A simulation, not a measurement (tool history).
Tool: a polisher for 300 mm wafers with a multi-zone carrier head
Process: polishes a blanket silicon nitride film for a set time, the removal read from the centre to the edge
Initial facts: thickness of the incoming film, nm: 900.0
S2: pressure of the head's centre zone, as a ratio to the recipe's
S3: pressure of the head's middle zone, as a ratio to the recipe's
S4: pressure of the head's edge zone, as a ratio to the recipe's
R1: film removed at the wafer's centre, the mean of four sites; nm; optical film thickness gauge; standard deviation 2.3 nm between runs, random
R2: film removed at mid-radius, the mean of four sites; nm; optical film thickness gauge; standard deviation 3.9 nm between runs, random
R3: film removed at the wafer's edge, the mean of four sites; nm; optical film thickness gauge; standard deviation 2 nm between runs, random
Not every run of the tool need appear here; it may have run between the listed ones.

Run 1, day 0.000: flow of slurry (ml/min) 285, S2 1.00, S3 1.00, S4 1.00, polishing time (s) 86. Result: R1 211.55 nm, R2 226.20 nm, R3 215.07 nm.
Run 2, day 0.158: flow of slurry (ml/min) 285, S2 1.00, S3 1.00, S4 1.00, polishing time (s) 65. Result: R1 161.71 nm, R2 168.57 nm, R3 161.03 nm.
Run 3, day 0.333: flow of slurry (ml/min) 285, S2 0.99, S3 1.02, S4 1.03, polishing time (s) 72. Result: R1 175.53 nm, R2 182.17 nm, R3 181.24 nm.
Run 4, day 0.600: flow of slurry (ml/min) 285, S2 0.99, S3 1.02, S4 0.95, polishing time (s) 72. Result: R1 174.48 nm, R2 181.77 nm, R3 173.85 nm.
Run 5, day 0.800: flow of slurry (ml/min) 290, S2 0.97, S3 1.06, S4 0.96, polishing time (s) 78. Result: R1 184.57 nm, R2 206.50 nm, R3 190.83 nm.
Run 6, day 1.000: flow of slurry (ml/min) 290, S2 0.91, S3 1.06, S4 0.96, polishing time (s) 78. Result: R1 174.83 nm, R2 211.64 nm, R3 192.71 nm.
Run 7, day 1.279: flow of slurry (ml/min) 300, S2 0.92, S3 1.08, S4 0.99, polishing time (s) 82. Result: R1 186.81 nm, R2 225.23 nm, R3 202.03 nm.

Run 8, settings as shown, results not yet in. Your forecast:
Run 8, day 1.608: flow of slurry (ml/min) 295, S2 0.91, S3 1.07, S4 1.00, polishing time (s) 86. Result: R1 ?, R2 ?, R3 ?.

R1: 192.90 nm
R2: 233.69 nm
R3: 214.95 nm

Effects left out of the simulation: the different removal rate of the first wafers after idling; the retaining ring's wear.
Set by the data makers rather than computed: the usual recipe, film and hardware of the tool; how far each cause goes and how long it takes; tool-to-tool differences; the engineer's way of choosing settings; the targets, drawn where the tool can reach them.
